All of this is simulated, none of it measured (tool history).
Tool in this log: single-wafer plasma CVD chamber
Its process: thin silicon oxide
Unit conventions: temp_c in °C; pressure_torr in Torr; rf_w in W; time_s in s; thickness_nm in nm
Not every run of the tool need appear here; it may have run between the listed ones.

run  hour  temp_c  pressure_torr  rf_w  time_s  thickness_nm
  1   0.0     420           1.01   360    5.21        12.048
  2   8.9     420           1.01   320    5.21        11.509
  3  11.5     420           1.01   345    5.21        11.817
  4  17.4     420           1.01   345    4.96        11.379
  5  21.3     420           0.96   345    4.96        10.953
  6  27.9     420           0.96   345    5.21        11.523
  7  29.7     420           0.90   345    5.21        11.116
  8  34.6     420           0.90   345    5.21        11.219
  9  42.2     420           0.84   345    5.21        10.692
 10  48.3     420           0.81   345    5.21        10.437

Estimate the outcome of run 11 from the log above:
 11  54.3     420           0.80   345    5.21             ?

{"run 11": {"thickness_nm": 10.409}}
